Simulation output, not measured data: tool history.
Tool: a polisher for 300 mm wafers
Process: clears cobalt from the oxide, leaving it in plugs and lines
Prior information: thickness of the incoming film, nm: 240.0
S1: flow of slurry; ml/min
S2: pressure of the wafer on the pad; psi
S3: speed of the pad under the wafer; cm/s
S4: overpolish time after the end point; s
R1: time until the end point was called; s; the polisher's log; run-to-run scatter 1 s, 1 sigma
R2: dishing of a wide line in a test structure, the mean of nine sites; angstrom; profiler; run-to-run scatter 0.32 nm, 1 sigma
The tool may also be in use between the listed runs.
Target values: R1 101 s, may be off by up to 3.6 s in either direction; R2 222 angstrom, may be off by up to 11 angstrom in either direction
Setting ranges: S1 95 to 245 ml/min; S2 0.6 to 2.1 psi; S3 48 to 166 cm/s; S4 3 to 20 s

| run | day | S1 | S2 | S3 | S4 | R1 | R2 |
|---|---|---|---|---|---|---|---|
| 1 | 0 | 155 | 1.3 | 106 | 10 | 74.662 | 281.69 |
| 2 | 0.258 | 155 | 1.3 | 106 | 12 | 75.12 | 324.28 |
| 3 | 0.488 | 155 | 0.9 | 106 | 12 | 107.9 | 242.48 |
| 4 | 0.8 | 160 | 0.9 | 106 | 11 | 107.86 | 231.6 |
| 5 | 0.829 | 160 | 1.2 | 106 | 11 | 82.566 | 289.05 |
| 6 | 0.879 | 150 | 1.1 | 106 | 11 | 89.869 | 262.47 |
| 7 | 1.238 | 125 | 0.9 | 106 | 10 | 112.11 | 204.4 |
| 8 | 1.262 | 135 | 0.9 | 106 | 10 | 111.25 | 211.43 |
| 9 | 1.367 | 145 | 0.9 | 106 | 10 | 109.67 | 209.78 |
| 10 | 1.683 | 155 | 0.9 | 106 | 10 | 108.12 | 207.37 |
| 11 | 1.704 | 160 | 0.9 | 106 | 10 | 107.57 | 213.53 |
| 12 | 2.029 | 165 | 0.9 | 106 | 10 | 106.39 | 207.46 |
| 13 | 2.388 | 170 | 0.9 | 106 | 10 | 104.28 | 208.82 |
| 14 | 2.504 | 175 | 0.9 | 106 | 10 | 106.64 | 213.6 |

Which one of the following 5 next-run settings gets every result inside its allowed miss? There is exactly one.
| A | 2.621 | 175 | 0.8 | 100 | 12 | ? | ? |
| B | 2.621 | 195 | 0.9 | 98 | 11 | ? | ? |
| C | 2.621 | 165 | 0.8 | 110 | 11 | ? | ? |
| D | 2.621 | 180 | 1.1 | 90 | 10 | ? | ? |
| E | 2.621 | 165 | 1.1 | 82 | 11 | ? | ? |

| move | R1 | R2 |
|---|---|---|
| A | 124.07 | 214.18 |
| B | 111.41 | 217.82 |
| C | 114.09 | 213.49 |
| D | 100.82 | 218.51 |
| E | 111.68 | 217.35 |
A: lands further from the targets than the last run did
B: lands further from the targets than the last run did
C: lands further from the targets than the last run did
D: every result within its allowed miss
E: lands further from the targets than the last run did
Answer: D
